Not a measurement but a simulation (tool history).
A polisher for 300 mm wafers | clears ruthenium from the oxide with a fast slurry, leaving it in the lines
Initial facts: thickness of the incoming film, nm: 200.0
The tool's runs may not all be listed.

run,hour,flow of slurry (ml/min),pressure of the wafer on the pad (psi),speed of the pad under the wafer (m/s),abrasive content of the slurry,overpolish time after the end point (s),time until the end point was called (s),dishing of a wide line in a test structure (nm)
1,0,185,2,1.16,1,20,60.68,44.028
2,2.9,180,1.7,1.16,1,21,69.036,40.785
3,7.1,180,1.5,1.14,1,22,78.848,38.777
4,9.1,180,1.5,1.14,1,28,79.296,46.054
5,11.7,180,1.8,1.14,1,28,68.091,51.428
6,18.8,180,1.6,1.14,1,27,74.298,45.844

Run 7 has not been measured yet. What should we expect?
7,20.1,180,1.6,1.14,1,27,?,?

{"run 7": {"time until the end point was called (s)": 73.887, "dishing of a wide line in a test structure (nm)": 46.242}}
